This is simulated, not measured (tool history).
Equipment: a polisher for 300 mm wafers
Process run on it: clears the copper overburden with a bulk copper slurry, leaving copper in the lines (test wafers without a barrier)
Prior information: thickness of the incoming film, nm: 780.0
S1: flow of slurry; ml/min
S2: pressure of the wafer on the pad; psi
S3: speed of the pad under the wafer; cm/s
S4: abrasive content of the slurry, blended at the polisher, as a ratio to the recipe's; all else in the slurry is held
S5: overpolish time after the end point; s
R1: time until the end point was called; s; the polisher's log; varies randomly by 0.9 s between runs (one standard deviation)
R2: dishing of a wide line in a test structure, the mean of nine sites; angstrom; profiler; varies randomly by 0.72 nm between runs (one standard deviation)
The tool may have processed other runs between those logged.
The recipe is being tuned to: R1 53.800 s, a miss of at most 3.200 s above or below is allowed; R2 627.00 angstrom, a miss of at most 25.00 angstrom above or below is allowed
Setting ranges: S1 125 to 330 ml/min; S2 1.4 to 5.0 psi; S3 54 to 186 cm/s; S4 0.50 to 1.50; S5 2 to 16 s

run  hour   S1   S2   S3    S4  S5      R1      R2
  1   0.0  210  3.2  118  1.00   8  56.338  506.03
  2   5.4  210  3.2  118  1.00   9  55.561  547.67
  3  12.7  165  3.2  118  1.00   9  59.348  525.09
  4  19.8  165  3.2  118  1.15   9  58.461  542.72
  5  24.7  165  3.2  118  1.05   9  61.103  519.42
  6  26.4  165  3.2   98  1.05   9  69.990  482.50
  7  31.2  180  3.3   98  1.05   9  68.055  488.68
  8  39.3  190  3.5   98  1.05   9  63.093  518.37
  9  43.2  200  3.6   98  1.05   9  63.197  524.93
 10  46.4  210  3.8   98  1.05   9  57.667  549.81

Consider the 5 candidate settings below. Which is the only one whose results all fall within their allowed miss of target?
  A  49.6  295  4.1   94  1.05  11   ?   ?
  B  49.6  190  4.9   92  1.20  12   ?   ?
  C  49.6  230  3.8  116  1.30  12   ?   ?
  D  49.6  230  3.7  104  1.15  14   ?   ?
  E  49.6  215  4.4  110  1.05  12   ?   ?

move      R1      R2
   A  53.876  638.10
   B  47.186  704.01
   C  46.226  696.15
   D  54.297  693.07
   E  44.761  711.54
A: every result within its allowed miss
B: takes the biggest miss from the last run beyond its target
C: takes the biggest miss from the last run beyond its target
D: takes the biggest miss from the last run beyond its target
E: takes the biggest miss from the last run beyond its target
The right move is A.
